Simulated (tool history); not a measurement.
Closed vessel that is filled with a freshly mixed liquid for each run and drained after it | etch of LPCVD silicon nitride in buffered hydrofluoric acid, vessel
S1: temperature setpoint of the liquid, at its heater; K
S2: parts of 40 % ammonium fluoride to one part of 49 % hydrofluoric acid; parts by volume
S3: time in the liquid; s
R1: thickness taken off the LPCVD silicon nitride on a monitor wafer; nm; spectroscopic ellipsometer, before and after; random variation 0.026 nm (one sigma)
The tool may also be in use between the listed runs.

run,hour,S1,S2,S3,R1
1,0.0,296.15,9.0,225,3.7025
2,3.8,294.65,9.0,225,3.4601
3,8.8,293.15,9.5,225,3.0299
4,10.7,293.15,11.0,225,2.7345
5,15.6,293.15,11.0,130,1.5337
6,24.3,296.15,11.0,130,1.8114
7,26.8,296.15,10.5,130,1.8836
8,31.5,296.15,10.0,130,2.0176
9,39.2,296.15,9.5,130,2.0358
10,40.9,296.15,9.0,130,2.1258

Run 11 comes next. What will it give?
11,48.1,296.15,8.5,130,?

R1: 2.2486 nm
